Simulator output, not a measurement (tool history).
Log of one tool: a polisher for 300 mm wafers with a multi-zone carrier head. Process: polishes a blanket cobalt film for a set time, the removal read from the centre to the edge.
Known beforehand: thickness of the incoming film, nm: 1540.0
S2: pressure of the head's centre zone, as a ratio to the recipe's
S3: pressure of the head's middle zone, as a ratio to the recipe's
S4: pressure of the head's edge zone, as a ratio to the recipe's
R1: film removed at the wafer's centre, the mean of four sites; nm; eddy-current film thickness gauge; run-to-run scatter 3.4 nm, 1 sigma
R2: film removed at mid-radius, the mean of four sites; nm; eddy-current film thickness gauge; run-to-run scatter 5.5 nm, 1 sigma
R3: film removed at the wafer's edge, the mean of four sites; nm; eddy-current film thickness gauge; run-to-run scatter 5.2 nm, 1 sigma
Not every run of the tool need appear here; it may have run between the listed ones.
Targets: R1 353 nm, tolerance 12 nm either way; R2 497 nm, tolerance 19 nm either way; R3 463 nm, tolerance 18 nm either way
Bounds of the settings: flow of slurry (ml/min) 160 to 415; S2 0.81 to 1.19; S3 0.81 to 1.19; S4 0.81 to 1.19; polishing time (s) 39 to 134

run 1 day=0 | flow_of_slurry_(ml/min)=265 S2=1 S3=1 S4=1 polishing_time_(s)=86 | R1=333.03 R2=362.75 R3=351.95
run 2 day=0.375 | flow_of_slurry_(ml/min)=265 S2=0.94 S3=1 S4=1 polishing_time_(s)=86 | R1=318.41 R2=353.1 R3=351.94
run 3 day=0.608 | flow_of_slurry_(ml/min)=265 S2=0.91 S3=1.05 S4=1.03 polishing_time_(s)=90 | R1=318.38 R2=381.69 R3=365.1
run 4 day=0.892 | flow_of_slurry_(ml/min)=265 S2=0.89 S3=1.07 S4=1.06 polishing_time_(s)=95 | R1=328.46 R2=424.21 R3=393.65
run 5 day=1.217 | flow_of_slurry_(ml/min)=265 S2=0.89 S3=0.99 S4=1.06 polishing_time_(s)=95 | R1=328.62 R2=388.32 R3=391.4
run 6 day=1.567 | flow_of_slurry_(ml/min)=265 S2=0.88 S3=1.01 S4=1.09 polishing_time_(s)=98 | R1=333.66 R2=410.64 R3=421.41
run 7 day=1.692 | flow_of_slurry_(ml/min)=275 S2=0.89 S3=1.04 S4=1.11 polishing_time_(s)=99 | R1=344.59 R2=423.17 R3=415.28
run 8 day=1.717 | flow_of_slurry_(ml/min)=265 S2=0.88 S3=1.05 S4=1.11 polishing_time_(s)=101 | R1=347.18 R2=436.78 R3=436.92
run 9 day=1.933 | flow_of_slurry_(ml/min)=260 S2=0.87 S3=1.07 S4=1.11 polishing_time_(s)=102 | R1=347.73 R2=438.93 R3=425.79

Exactly one of the 5 candidate moves below puts every result within its allowed miss. Which one?
run A day=2.15 | flow_of_slurry_(ml/min)=310 S2=0.89 S3=1.11 S4=1.13 polishing_time_(s)=108 | R1=? R2=? R3=?
run B day=2.15 | flow_of_slurry_(ml/min)=195 S2=0.86 S3=0.84 S4=1.19 polishing_time_(s)=109 | R1=? R2=? R3=?
run C day=2.15 | flow_of_slurry_(ml/min)=245 S2=0.92 S3=1.14 S4=1.15 polishing_time_(s)=108 | R1=? R2=? R3=?
run D day=2.15 | flow_of_slurry_(ml/min)=365 S2=0.85 S3=1.19 S4=1.07 polishing_time_(s)=109 | R1=? R2=? R3=?
run E day=2.15 | flow_of_slurry_(ml/min)=310 S2=0.84 S3=1.13 S4=1.16 polishing_time_(s)=107 | R1=? R2=? R3=?

move=A R1=377.95 R2=499.66 R3=459.33
move=B R1=343.3 R2=382.13 R3=454.42
move=C R1=379.25 R2=496.66 R3=453.3
move=D R1=370.43 R2=541.46 R3=457.47
move=E R1=353.28 R2=502.26 R3=460.31
A: meets the target for the result that was furthest off, but another lies outside its allowed miss
B: further off than the last run
C: meets the target for the result that was furthest off, but another lies outside its allowed miss
D: pushes the last run's worst result past its target
E: meets every target
So the answer is move E, the one that meets all the targets.
